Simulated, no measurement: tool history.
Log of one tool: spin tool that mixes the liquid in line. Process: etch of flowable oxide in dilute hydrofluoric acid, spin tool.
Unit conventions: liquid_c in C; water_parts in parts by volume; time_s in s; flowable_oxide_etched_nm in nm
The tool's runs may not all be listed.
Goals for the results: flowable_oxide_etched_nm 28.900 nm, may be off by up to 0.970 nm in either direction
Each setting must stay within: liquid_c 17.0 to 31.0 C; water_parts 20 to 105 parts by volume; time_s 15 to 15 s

| run | hour | liquid_c | water_parts | time_s | flowable_oxide_etched_nm |
|---|---|---|---|---|---|
| 1 | 0.0 | 23.0 | 55 | 15 | 19.709 |
| 2 | 3.5 | 23.0 | 50 | 15 | 21.613 |
| 3 | 8.6 | 23.0 | 65 | 15 | 16.155 |
| 4 | 9.2 | 21.5 | 65 | 15 | 15.350 |
| 5 | 10.0 | 21.5 | 80 | 15 | 12.290 |
| 6 | 18.3 | 25.0 | 80 | 15 | 13.778 |
| 7 | 23.1 | 29.0 | 55 | 15 | 25.084 |
| 8 | 25.4 | 29.5 | 55 | 15 | 25.271 |
| 9 | 26.8 | 30.0 | 55 | 15 | 25.476 |
| 10 | 34.2 | 30.5 | 55 | 15 | 26.276 |

Below are 4 possible settings for the next run. Only one of them brings all results inside the allowed miss of their targets. Which is it?
| A | 41.6 | 30.0 | 60 | 15 | ? |
| B | 41.6 | 30.5 | 50 | 15 | ? |
| C | 41.6 | 31.0 | 55 | 15 | ? |
| D | 41.6 | 26.0 | 45 | 15 | ? |

| move | flowable_oxide_etched_nm |
|---|---|
| A | 23.647 |
| B | 29.382 |
| C | 27.024 |
| D | 27.485 |
A: lands further from the targets than the last run did
B: all results land within tolerance of their targets
C: moves toward the targets from the last run without getting all of them in spec
D: moves toward the targets from the last run without getting all of them in spec
Answer: B
